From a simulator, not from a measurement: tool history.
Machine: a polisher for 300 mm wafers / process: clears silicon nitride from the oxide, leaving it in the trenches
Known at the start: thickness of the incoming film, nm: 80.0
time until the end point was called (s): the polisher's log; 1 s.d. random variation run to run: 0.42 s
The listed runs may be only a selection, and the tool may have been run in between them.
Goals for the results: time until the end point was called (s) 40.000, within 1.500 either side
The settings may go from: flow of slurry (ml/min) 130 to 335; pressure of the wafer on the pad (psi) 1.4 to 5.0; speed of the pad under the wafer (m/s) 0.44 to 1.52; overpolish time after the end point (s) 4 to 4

| run | hour | flow of slurry (ml/min) | pressure of the wafer on the pad (psi) | speed of the pad under the wafer (m/s) | overpolish time after the end point (s) | time until the end point was called (s) |
|---|---|---|---|---|---|---|
| 1 | 0.0 | 215 | 3.2 | 0.98 | 4 | 81.898 |
| 2 | 6.1 | 215 | 3.4 | 1.00 | 4 | 76.807 |
| 3 | 9.0 | 215 | 4.1 | 1.00 | 4 | 64.897 |
| 4 | 13.7 | 215 | 4.2 | 1.04 | 4 | 60.539 |
| 5 | 18.3 | 215 | 4.2 | 1.28 | 4 | 49.850 |
| 6 | 23.2 | 215 | 4.2 | 1.12 | 4 | 56.505 |
| 7 | 27.2 | 225 | 5.0 | 1.24 | 4 | 43.527 |
| 8 | 30.7 | 225 | 5.0 | 1.26 | 4 | 43.731 |
| 9 | 33.4 | 225 | 5.0 | 1.28 | 4 | 43.168 |

Which single option among these 5 for the next run brings every result within its allowed miss of target? Just one does.
| A | 36.1 | 330 | 4.5 | 1.22 | 4 | ? |
| B | 36.1 | 250 | 4.7 | 1.22 | 4 | ? |
| C | 36.1 | 215 | 5.0 | 1.36 | 4 | ? |
| D | 36.1 | 225 | 4.6 | 1.22 | 4 | ? |
| E | 36.1 | 255 | 4.3 | 1.32 | 4 | ? |

| move | time until the end point was called (s) |
|---|---|
| A | 46.022 |
| B | 45.880 |
| C | 39.985 |
| D | 47.543 |
| E | 45.846 |
A: the biggest miss grows against the last run
B: the biggest miss grows against the last run
C: meets every target
D: the biggest miss grows against the last run
E: the biggest miss grows against the last run
Answer: C
